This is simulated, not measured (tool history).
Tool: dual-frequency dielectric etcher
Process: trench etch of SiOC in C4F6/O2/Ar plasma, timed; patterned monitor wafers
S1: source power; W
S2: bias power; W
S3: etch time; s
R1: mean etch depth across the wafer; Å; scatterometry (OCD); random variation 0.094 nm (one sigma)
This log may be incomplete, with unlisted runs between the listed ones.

run	hour	S1	S2	S3	R1
1	0.0	470	183	9.5	209.45
2	6.6	470	215	9.5	228.27
3	12.4	430	215	9.5	219.96
4	20.4	400	201	9.5	208.24
5	21.6	480	201	9.5	220.36
6	28.0	450	187	9.5	208.60
7	33.2	420	177	9.5	200.75
8	34.2	400	167	9.5	190.48
9	34.7	380	162	9.5	185.83
10	43.5	360	158	9.5	178.14
11	47.4	350	157	9.5	176.29
12	55.9	340	156	9.5	175.18

What will run 13 give?
13	62.3	280	141	9.5	?

Logged for run 13: R1 157.55 Å.

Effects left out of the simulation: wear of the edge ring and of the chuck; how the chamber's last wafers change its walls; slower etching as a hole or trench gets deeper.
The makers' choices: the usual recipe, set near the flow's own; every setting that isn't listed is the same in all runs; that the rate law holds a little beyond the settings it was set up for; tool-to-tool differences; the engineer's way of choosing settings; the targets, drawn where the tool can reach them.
